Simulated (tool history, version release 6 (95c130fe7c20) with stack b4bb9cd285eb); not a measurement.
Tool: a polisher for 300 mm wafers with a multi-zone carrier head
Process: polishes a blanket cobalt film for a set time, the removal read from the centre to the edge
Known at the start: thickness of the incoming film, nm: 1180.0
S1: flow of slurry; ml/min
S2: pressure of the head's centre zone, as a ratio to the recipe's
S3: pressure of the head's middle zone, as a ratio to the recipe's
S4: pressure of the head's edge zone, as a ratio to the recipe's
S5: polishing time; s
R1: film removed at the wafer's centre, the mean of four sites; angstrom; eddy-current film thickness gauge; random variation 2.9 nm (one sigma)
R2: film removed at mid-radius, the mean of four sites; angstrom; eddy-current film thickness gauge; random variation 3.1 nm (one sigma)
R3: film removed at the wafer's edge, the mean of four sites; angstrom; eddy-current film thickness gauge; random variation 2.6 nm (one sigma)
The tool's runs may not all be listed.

run 1 hour=0 | S1=230 S2=1 S3=1 S4=1 S5=34 | R1=1864.6 R2=1783.5 R3=1813.5
run 2 hour=2.5 | S1=230 S2=1 S3=1 S4=1.08 S5=34 | R1=1831.8 R2=1751.3 R3=1853.3
run 3 hour=3.6 | S1=230 S2=1 S3=1 S4=1.13 S5=34 | R1=1837.5 R2=1750.2 R3=1881.9
run 4 hour=11.8 | S1=230 S2=1 S3=1 S4=1.13 S5=37 | R1=1992.9 R2=1897.8 R3=2093.5
run 5 hour=19.3 | S1=180 S2=1 S3=1 S4=1.13 S5=37 | R1=1939.5 R2=1834 R3=2045.4
run 6 hour=22.3 | S1=180 S2=1 S3=0.92 S4=1.13 S5=37 | R1=1936.6 R2=1761.8 R3=2093.1

Run 7 comes next. What will it give?
run 7 hour=30.2 | S1=185 S2=0.99 S3=0.94 S4=1.12 S5=38 | R1=? R2=? R3=?

Run 7 gave R1 1981.7 angstrom, R2 1839.1 angstrom, R3 2064.4 angstrom.

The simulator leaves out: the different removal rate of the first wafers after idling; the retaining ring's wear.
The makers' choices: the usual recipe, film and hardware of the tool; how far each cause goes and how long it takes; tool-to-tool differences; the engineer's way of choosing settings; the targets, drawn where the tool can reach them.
